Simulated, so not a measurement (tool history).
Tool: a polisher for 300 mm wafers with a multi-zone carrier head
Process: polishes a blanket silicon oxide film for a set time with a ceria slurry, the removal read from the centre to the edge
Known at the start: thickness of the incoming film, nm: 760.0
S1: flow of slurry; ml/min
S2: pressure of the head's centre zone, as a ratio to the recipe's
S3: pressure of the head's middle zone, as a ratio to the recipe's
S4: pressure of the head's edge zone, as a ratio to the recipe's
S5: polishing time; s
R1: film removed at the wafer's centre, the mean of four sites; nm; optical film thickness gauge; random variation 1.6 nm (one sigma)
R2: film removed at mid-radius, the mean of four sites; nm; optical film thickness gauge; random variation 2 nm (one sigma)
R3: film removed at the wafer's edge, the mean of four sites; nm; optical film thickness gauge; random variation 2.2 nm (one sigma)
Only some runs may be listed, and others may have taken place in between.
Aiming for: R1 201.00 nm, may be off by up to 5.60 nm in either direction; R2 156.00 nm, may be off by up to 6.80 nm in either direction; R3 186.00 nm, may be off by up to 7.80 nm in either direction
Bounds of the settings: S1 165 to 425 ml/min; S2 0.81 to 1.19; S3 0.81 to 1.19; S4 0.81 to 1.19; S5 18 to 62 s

| run | hour | S1 | S2 | S3 | S4 | S5 | R1 | R2 | R3 |
|---|---|---|---|---|---|---|---|---|---|
| 1 | 0.0 | 275 | 1.00 | 1.00 | 1.00 | 40 | 187.94 | 205.37 | 209.51 |
| 2 | 4.2 | 275 | 1.00 | 1.00 | 1.00 | 48 | 225.76 | 250.22 | 250.96 |
| 3 | 6.8 | 330 | 1.00 | 1.00 | 1.00 | 48 | 231.38 | 251.87 | 253.69 |
| 4 | 11.9 | 345 | 1.05 | 0.94 | 0.99 | 44 | 224.12 | 212.80 | 232.25 |
| 5 | 17.9 | 345 | 1.00 | 0.94 | 0.99 | 44 | 213.62 | 215.25 | 228.46 |
|  | 21.2 | centre zone pressure recalibrated |
| 6 | 21.2 | 345 | 1.08 | 0.94 | 0.99 | 44 | 249.62 | 214.61 | 237.01 |
| 7 | 24.7 | 355 | 1.08 | 0.90 | 0.97 | 41 | 237.13 | 196.30 | 215.80 |
| 8 | 28.6 | 360 | 1.07 | 0.87 | 0.98 | 39 | 220.14 | 185.05 | 205.79 |
| 9 | 31.4 | 365 | 1.08 | 0.85 | 1.00 | 37 | 215.00 | 173.31 | 198.24 |
| 10 | 39.1 | 360 | 1.08 | 0.84 | 1.01 | 36 | 206.90 | 162.71 | 193.56 |
| 11 | 39.7 | 355 | 1.08 | 0.83 | 1.00 | 36 | 208.27 | 160.83 | 189.40 |
| 12 | 48.4 | 345 | 1.08 | 0.83 | 1.00 | 36 | 206.03 | 158.07 | 190.83 |

Below are 5 possible settings for the next run. Only one of them brings all results inside the allowed miss of their targets. Which is it?
| A | 57.1 | 365 | 1.08 | 0.86 | 0.82 | 37 | ? | ? | ? |
| B | 57.1 | 325 | 1.14 | 0.82 | 0.99 | 35 | ? | ? | ? |
| C | 57.1 | 395 | 1.14 | 0.81 | 0.97 | 35 | ? | ? | ? |
| D | 57.1 | 330 | 1.13 | 0.82 | 0.97 | 35 | ? | ? | ? |
| E | 57.1 | 295 | 1.09 | 0.83 | 1.01 | 35 | ? | ? | ? |

| move | R1 | R2 | R3 |
|---|---|---|---|
| A | 216.48 | 171.20 | 182.22 |
| B | 213.79 | 154.10 | 185.59 |
| C | 217.64 | 155.08 | 186.24 |
| D | 212.23 | 154.33 | 184.09 |
| E | 202.25 | 154.21 | 185.92 |
A: its largest miss is bigger than the last run's
B: its largest miss is bigger than the last run's
C: its largest miss is bigger than the last run's
D: its largest miss is bigger than the last run's
E: all results land within tolerance of their targets
So the answer is move E, the one that meets all the targets.
